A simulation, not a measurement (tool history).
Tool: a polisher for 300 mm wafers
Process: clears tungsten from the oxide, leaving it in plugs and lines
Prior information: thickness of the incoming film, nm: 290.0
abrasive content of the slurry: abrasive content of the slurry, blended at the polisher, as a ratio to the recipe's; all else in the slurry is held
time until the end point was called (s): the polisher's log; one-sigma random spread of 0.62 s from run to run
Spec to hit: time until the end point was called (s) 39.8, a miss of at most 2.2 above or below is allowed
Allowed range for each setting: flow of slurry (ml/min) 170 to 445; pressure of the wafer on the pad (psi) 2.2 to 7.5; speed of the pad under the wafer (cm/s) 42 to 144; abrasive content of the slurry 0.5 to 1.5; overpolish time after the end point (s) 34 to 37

run	hour	flow of slurry (ml/min)	pressure of the wafer on the pad (psi)	speed of the pad under the wafer (cm/s)	abrasive content of the slurry	overpolish time after the end point (s)	time until the end point was called (s)
1	0	285	4.8	92	1	34	59.525
2	4.6	285	4.8	104	1	34	53.8
3	6.9	285	4.8	104	0.9	34	53.705
4	15.7	285	5.3	104	0.9	34	49.707
5	24.3	285	5.3	104	0.9	34	50.33
6	27.4	285	5.5	104	0.9	34	48.364
7	33.5	285	5.7	104	0.9	34	46.266
8	41.7	285	5.8	104	0.9	34	45.606
9	44.8	285	5.9	104	0.9	34	44.456
10	46.1	285	6	104	0.9	34	44.543
11	51.4	285	6.1	104	0.9	34	42.63

Below are 5 possible settings for the next run. Only one of them brings all results inside the allowed miss of their targets. Which is it?
A	56.7	295	6.8	82	1.2	34	?
B	56.7	335	5	128	0.85	34	?
C	56.7	270	6.3	100	0.85	36	?
D	56.7	340	6	104	0.85	34	?
E	56.7	300	6.7	102	0.95	36	?

move	time until the end point was called (s)
A	44.172
B	44.959
C	45.058
D	44.849
E	40.028
A: misses by more than the last run did
B: misses by more than the last run did
C: misses by more than the last run did
D: misses by more than the last run did
E: all results in spec
E is the move that brings every result within its allowed miss.
